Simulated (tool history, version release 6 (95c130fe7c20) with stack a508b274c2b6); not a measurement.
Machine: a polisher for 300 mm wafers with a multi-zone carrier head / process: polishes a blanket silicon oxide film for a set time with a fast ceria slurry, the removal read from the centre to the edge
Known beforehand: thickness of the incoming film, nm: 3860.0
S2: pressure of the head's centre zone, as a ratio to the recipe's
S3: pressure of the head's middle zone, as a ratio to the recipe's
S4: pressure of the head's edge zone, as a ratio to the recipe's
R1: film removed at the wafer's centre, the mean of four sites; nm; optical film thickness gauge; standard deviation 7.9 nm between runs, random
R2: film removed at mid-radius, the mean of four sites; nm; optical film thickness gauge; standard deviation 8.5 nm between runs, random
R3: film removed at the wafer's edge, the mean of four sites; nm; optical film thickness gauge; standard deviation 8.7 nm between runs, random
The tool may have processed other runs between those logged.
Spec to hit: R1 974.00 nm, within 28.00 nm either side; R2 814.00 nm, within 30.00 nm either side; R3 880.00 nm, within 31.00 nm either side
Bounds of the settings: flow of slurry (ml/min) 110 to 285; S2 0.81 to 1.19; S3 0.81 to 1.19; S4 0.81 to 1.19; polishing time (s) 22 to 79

run 1 hour=0.0 | flow_of_slurry_(ml/min)=180 S2=1.00 S3=1.00 S4=1.00 polishing_time_(s)=50 | R1=699.48 R2=765.55 R3=742.36
run 2 hour=3.0 | flow_of_slurry_(ml/min)=180 S2=0.94 S3=1.00 S4=1.00 polishing_time_(s)=50 | R1=664.64 R2=750.48 R3=739.84
run 3 hour=4.3 | flow_of_slurry_(ml/min)=180 S2=0.86 S3=1.00 S4=1.00 polishing_time_(s)=50 | R1=605.49 R2=756.98 R3=739.45
run 4 hour=8.1 | flow_of_slurry_(ml/min)=180 S2=0.86 S3=1.00 S4=1.04 polishing_time_(s)=50 | R1=610.01 R2=771.47 R3=757.45
run 5 hour=14.2 | flow_of_slurry_(ml/min)=180 S2=0.86 S3=1.00 S4=0.96 polishing_time_(s)=50 | R1=612.96 R2=762.08 R3=726.22
-- hour=16.9 centre zone pressure recalibrated
run 6 hour=16.9 | flow_of_slurry_(ml/min)=180 S2=0.86 S3=0.96 S4=0.96 polishing_time_(s)=50 | R1=641.12 R2=740.09 R3=719.84
run 7 hour=18.3 | flow_of_slurry_(ml/min)=190 S2=0.90 S3=0.95 S4=0.98 polishing_time_(s)=51 | R1=694.14 R2=744.18 R3=750.26
run 8 hour=27.1 | flow_of_slurry_(ml/min)=200 S2=0.93 S3=0.95 S4=0.99 polishing_time_(s)=52 | R1=732.68 R2=756.09 R3=780.41
run 9 hour=33.7 | flow_of_slurry_(ml/min)=210 S2=0.96 S3=0.95 S4=0.99 polishing_time_(s)=52 | R1=752.70 R2=782.51 R3=779.04
run 10 hour=39.4 | flow_of_slurry_(ml/min)=215 S2=0.99 S3=0.94 S4=1.01 polishing_time_(s)=52 | R1=786.77 R2=776.56 R3=793.70
run 11 hour=47.7 | flow_of_slurry_(ml/min)=220 S2=1.01 S3=0.93 S4=1.02 polishing_time_(s)=52 | R1=800.50 R2=765.79 R3=785.12
run 12 hour=54.0 | flow_of_slurry_(ml/min)=240 S2=1.11 S3=0.90 S4=1.12 polishing_time_(s)=58 | R1=1005.10 R2=832.76 R3=919.63
run 13 hour=59.0 | flow_of_slurry_(ml/min)=235 S2=1.11 S3=0.90 S4=1.11 polishing_time_(s)=58 | R1=995.07 R2=843.76 R3=919.16
run 14 hour=61.2 | flow_of_slurry_(ml/min)=235 S2=1.11 S3=0.90 S4=1.10 polishing_time_(s)=58 | R1=1002.90 R2=847.81 R3=918.00

Exercise: of the 4 proposed moves below, exactly one satisfies all targets within the stated allowed misses. Which move is it?
run A hour=63.4 | flow_of_slurry_(ml/min)=265 S2=1.16 S3=0.94 S4=1.15 polishing_time_(s)=53 | R1=? R2=? R3=?
run B hour=63.4 | flow_of_slurry_(ml/min)=230 S2=1.15 S3=0.90 S4=1.19 polishing_time_(s)=57 | R1=? R2=? R3=?
run C hour=63.4 | flow_of_slurry_(ml/min)=235 S2=1.09 S3=0.88 S4=1.07 polishing_time_(s)=60 | R1=? R2=? R3=?
run D hour=63.4 | flow_of_slurry_(ml/min)=270 S2=1.14 S3=1.04 S4=1.02 polishing_time_(s)=54 | R1=? R2=? R3=?

move=A R1=960.35 R2=808.19 R3=856.86
move=B R1=1004.20 R2=823.71 R3=926.23
move=C R1=1006.40 R2=853.91 R3=925.55
move=D R1=964.96 R2=898.83 R3=822.22
A: hits every target within its allowed miss
B: lands further from the targets than the last run did
C: lands further from the targets than the last run did
D: takes the result that was furthest off past its target
Correct choice: A, which meets every target
